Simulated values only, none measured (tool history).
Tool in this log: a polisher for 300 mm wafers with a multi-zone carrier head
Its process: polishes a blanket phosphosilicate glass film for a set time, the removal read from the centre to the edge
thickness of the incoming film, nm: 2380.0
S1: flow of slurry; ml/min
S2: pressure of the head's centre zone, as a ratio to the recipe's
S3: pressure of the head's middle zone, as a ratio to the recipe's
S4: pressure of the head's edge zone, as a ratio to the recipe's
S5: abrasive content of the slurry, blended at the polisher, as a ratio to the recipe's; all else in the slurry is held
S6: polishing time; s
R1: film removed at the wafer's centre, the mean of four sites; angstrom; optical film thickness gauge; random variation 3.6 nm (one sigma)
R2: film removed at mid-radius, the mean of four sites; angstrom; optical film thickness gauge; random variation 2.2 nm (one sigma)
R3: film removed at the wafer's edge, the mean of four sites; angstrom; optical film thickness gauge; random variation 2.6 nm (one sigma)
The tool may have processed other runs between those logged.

Run 1, hour 0.0: S1 250 ml/min, S2 1.00, S3 1.00, S4 1.00, S5 1.00, S6 84 s. Result: R1 4847.4 angstrom, R2 4704.4 angstrom, R3 4775.3 angstrom.
Run 2, hour 8.6: S1 250 ml/min, S2 1.05, S3 1.00, S4 1.00, S5 1.00, S6 84 s. Result: R1 5004.0 angstrom, R2 4779.5 angstrom, R3 4803.0 angstrom.
Run 3, hour 12.2: S1 250 ml/min, S2 1.10, S3 1.00, S4 1.00, S5 1.00, S6 84 s. Result: R1 5313.6 angstrom, R2 4799.9 angstrom, R3 4782.0 angstrom.
Run 4, hour 19.7: S1 250 ml/min, S2 1.10, S3 1.00, S4 0.96, S5 1.00, S6 84 s. Result: R1 5234.4 angstrom, R2 4784.7 angstrom, R3 4610.3 angstrom.
Run 5, hour 25.8: S1 305 ml/min, S2 1.10, S3 1.00, S4 0.96, S5 1.00, S6 84 s. Result: R1 5396.5 angstrom, R2 4906.9 angstrom, R3 4754.6 angstrom.
Run 6, hour 29.4: S1 305 ml/min, S2 1.10, S3 1.00, S4 0.96, S5 0.95, S6 84 s. Result: R1 5392.8 angstrom, R2 4761.3 angstrom, R3 4592.3 angstrom.
Run 7, hour 34.6: S1 285 ml/min, S2 1.04, S3 0.98, S4 0.93, S5 0.85, S6 76 s. Result: R1 4227.4 angstrom, R2 4027.1 angstrom, R3 3916.7 angstrom.
Run 8, hour 38.4: S1 280 ml/min, S2 1.04, S3 0.96, S4 0.91, S5 0.75, S6 70 s. Result: R1 3597.8 angstrom, R2 3356.1 angstrom, R3 3299.2 angstrom.

Predict the results of run 9:
Run 9, hour 42.7: S1 270 ml/min, S2 1.03, S3 0.94, S4 0.89, S5 0.70, S6 68 s. Result: R1 ?, R2 ?, R3 ?.

Run 9 gave R1 3296.3 angstrom, R2 3106.0 angstrom, R3 3039.1 angstrom.

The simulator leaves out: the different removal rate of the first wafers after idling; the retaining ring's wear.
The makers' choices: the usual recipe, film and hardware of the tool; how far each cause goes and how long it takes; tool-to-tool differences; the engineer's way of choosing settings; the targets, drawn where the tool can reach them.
